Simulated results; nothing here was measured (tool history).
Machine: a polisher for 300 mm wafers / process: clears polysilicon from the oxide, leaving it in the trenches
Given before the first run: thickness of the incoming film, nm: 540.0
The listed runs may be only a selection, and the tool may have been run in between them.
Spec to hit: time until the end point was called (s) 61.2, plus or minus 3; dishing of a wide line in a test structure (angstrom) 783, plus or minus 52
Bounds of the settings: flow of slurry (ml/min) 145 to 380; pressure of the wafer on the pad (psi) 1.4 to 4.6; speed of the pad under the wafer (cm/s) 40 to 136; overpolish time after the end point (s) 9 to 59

run	day	flow of slurry (ml/min)	pressure of the wafer on the pad (psi)	speed of the pad under the wafer (cm/s)	overpolish time after the end point (s)	time until the end point was called (s)	dishing of a wide line in a test structure (angstrom)
1	0	245	3	88	30	41.578	872.55
2	0.146	245	3	78	30	46.481	867.07
3	0.342	245	2.8	78	25	49.777	826.62
4	0.375	280	2.8	78	25	51.102	861.13
5	0.458	270	2.7	78	23	52.406	821.17
6	0.692	270	2.6	78	22	52.425	816.56
7	1.029	270	2.5	78	22	55.689	809.54
8	1.25	270	2.4	78	22	57.04	821.73
9	1.371	265	2.4	78	20	58.073	763.35
10	1.521	265	2.4	78	21	57.209	799.51

Exercise: of the 5 proposed moves below, exactly one satisfies all targets within the stated allowed misses. Which move is it?
A	1.671	295	1.8	86	22	?	?
B	1.671	220	2	76	26	?	?
C	1.671	245	2.9	62	23	?	?
D	1.671	290	2.4	64	24	?	?
E	1.671	220	1.8	86	25	?	?

move	time until the end point was called (s)	dishing of a wide line in a test structure (angstrom)
A	67.627	748.79
B	71.223	770.19
C	59.784	778.8
D	68.393	763.23
E	69.873	766.7
A: takes the result that was furthest off past its target
B: takes the result that was furthest off past its target
C: every result lands within tolerance
D: takes the result that was furthest off past its target
E: takes the result that was furthest off past its target
C meets every target.
